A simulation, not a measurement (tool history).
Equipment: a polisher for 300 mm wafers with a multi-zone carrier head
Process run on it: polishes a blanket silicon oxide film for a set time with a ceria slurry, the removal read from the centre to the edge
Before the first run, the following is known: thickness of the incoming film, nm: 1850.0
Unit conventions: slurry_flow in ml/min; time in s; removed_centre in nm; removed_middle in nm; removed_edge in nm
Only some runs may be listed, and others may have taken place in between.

run 1 hour=0 | slurry_flow=200 centre_zone=1 middle_zone=1 edge_zone=1 time=77 | removed_centre=226.75 removed_middle=227.23 removed_edge=241.83
run 2 hour=0.8 | slurry_flow=200 centre_zone=1 middle_zone=1.03 edge_zone=1 time=77 | removed_centre=226.99 removed_middle=229.6 removed_edge=239.18
run 3 hour=5.2 | slurry_flow=200 centre_zone=0.92 middle_zone=1.03 edge_zone=1 time=77 | removed_centre=210.74 removed_middle=228.32 removed_edge=239.14
run 4 hour=12.9 | slurry_flow=210 centre_zone=0.94 middle_zone=1.04 edge_zone=0.99 time=77 | removed_centre=212.75 removed_middle=229.61 removed_edge=238.81
run 5 hour=17.2 | slurry_flow=195 centre_zone=0.94 middle_zone=1.04 edge_zone=0.99 time=77 | removed_centre=214.53 removed_middle=227.17 removed_edge=239.64
run 6 hour=18.5 | slurry_flow=195 centre_zone=0.86 middle_zone=1.04 edge_zone=0.99 time=77 | removed_centre=195.61 removed_middle=227.42 removed_edge=236.72
-- hour=25.1 edge zone pressure recalibrated
run 7 hour=25.1 | slurry_flow=205 centre_zone=0.9 middle_zone=1.05 edge_zone=0.99 time=77 | removed_centre=204.37 removed_middle=231.65 removed_edge=228.56
run 8 hour=26.3 | slurry_flow=260 centre_zone=1 middle_zone=1.03 edge_zone=1.09 time=84 | removed_centre=256.33 removed_middle=255.46 removed_edge=262.44
run 9 hour=31.1 | slurry_flow=270 centre_zone=1 middle_zone=1.03 edge_zone=1.08 time=83 | removed_centre=252.35 removed_middle=248.27 removed_edge=259.18

Estimate the outcome of run 10 from the log above:
run 10 hour=35.5 | slurry_flow=275 centre_zone=1.01 middle_zone=1.04 edge_zone=1.07 time=83 | removed_centre=? removed_middle=? removed_edge=?

Run 10 came out at removed_centre 257.12 nm, removed_middle 252.77 nm, removed_edge 259.68 nm.

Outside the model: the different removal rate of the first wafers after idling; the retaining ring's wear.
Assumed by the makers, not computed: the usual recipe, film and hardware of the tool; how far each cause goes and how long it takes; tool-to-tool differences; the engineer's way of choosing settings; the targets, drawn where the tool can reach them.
